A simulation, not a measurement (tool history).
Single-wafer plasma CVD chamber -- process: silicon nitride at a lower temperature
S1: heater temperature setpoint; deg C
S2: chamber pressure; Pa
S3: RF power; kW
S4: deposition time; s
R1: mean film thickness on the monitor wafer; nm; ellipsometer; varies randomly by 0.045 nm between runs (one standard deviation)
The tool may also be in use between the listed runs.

run,hour,S1,S2,S3,S4,R1
1,0,335,260,0.3,17.4,21.462
2,2.5,335,287,0.3,17.4,22.196
3,4.5,335,247,0.3,17.4,21.039
4,13,335,229,0.3,17.4,20.469
5,21.3,335,217,0.3,17.4,19.877
6,29,329,217,0.3,17.4,20.001
7,33.1,329,209,0.3,17.4,19.634

Run 8 comes next. What will it give?
8,39.6,329,205,0.3,17.4,?

Run 8 yielded R1 19.496 nm.
